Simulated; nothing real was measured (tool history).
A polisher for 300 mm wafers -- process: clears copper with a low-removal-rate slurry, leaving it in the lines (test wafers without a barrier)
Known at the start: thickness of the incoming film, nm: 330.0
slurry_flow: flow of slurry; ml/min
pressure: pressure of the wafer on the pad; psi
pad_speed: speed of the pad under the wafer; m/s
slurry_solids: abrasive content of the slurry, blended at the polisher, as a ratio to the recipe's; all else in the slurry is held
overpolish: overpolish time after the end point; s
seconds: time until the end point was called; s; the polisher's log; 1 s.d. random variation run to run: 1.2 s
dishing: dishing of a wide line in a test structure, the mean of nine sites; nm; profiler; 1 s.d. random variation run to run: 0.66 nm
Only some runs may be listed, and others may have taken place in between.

run 1 hour=0 | slurry_flow=195 pressure=3.9 pad_speed=0.9 slurry_solids=1 overpolish=27 | seconds=99.012 dishing=48.768
run 2 hour=8.1 | slurry_flow=195 pressure=4 pad_speed=0.94 slurry_solids=1 overpolish=21 | seconds=94.303 dishing=42.076
run 3 hour=16.2 | slurry_flow=195 pressure=4.6 pad_speed=0.94 slurry_solids=1 overpolish=21 | seconds=83.015 dishing=47.703
run 4 hour=23 | slurry_flow=195 pressure=4.6 pad_speed=0.94 slurry_solids=1 overpolish=10 | seconds=82.229 dishing=23.871
run 5 hour=30.5 | slurry_flow=195 pressure=4 pad_speed=0.94 slurry_solids=1 overpolish=10 | seconds=94.118 dishing=22.405
run 6 hour=33.6 | slurry_flow=195 pressure=4 pad_speed=0.94 slurry_solids=1.2 overpolish=10 | seconds=88.806 dishing=23.761
run 7 hour=37.6 | slurry_flow=195 pressure=4 pad_speed=0.94 slurry_solids=1.2 overpolish=10 | seconds=88.366 dishing=22.275
run 8 hour=44.1 | slurry_flow=195 pressure=4.2 pad_speed=0.94 slurry_solids=1.2 overpolish=11 | seconds=84.061 dishing=26.387
run 9 hour=47.5 | slurry_flow=195 pressure=4.3 pad_speed=0.94 slurry_solids=1.2 overpolish=11 | seconds=84.019 dishing=25.932
run 10 hour=50.6 | slurry_flow=195 pressure=4.4 pad_speed=0.94 slurry_solids=1.2 overpolish=11 | seconds=82.098 dishing=26.382

Expected results for the next run?
run 11 hour=57.7 | slurry_flow=195 pressure=4.5 pad_speed=0.94 slurry_solids=1.2 overpolish=11 | seconds=? dishing=?

{"run 11": {"seconds": 81.448, "dishing": 27.68}}
